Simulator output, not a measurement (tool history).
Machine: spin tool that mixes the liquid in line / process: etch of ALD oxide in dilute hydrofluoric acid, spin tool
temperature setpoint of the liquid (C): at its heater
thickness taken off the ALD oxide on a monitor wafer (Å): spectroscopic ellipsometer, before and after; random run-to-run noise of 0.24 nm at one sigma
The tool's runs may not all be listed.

run	hour	temperature setpoint of the liquid (C)	parts of water to one part of 49 % hydrofluoric acid (parts by volume)	time under the liquid (s)	thickness taken off the ALD oxide on a monitor wafer (Å)
1	0.0	21	50	45	133.38
2	5.0	21	35	45	194.49
3	5.8	21	50	45	132.10
4	11.0	21	50	45	130.83
5	13.6	21	50	45	131.85
6	16.4	19	50	45	121.53
7	17.8	20	50	45	127.95

Estimate the outcome of run 8 from the log above:
8	23.8	21	50	45	?

Run 8 measured thickness taken off the ALD oxide on a monitor wafer (Å) 132.41.

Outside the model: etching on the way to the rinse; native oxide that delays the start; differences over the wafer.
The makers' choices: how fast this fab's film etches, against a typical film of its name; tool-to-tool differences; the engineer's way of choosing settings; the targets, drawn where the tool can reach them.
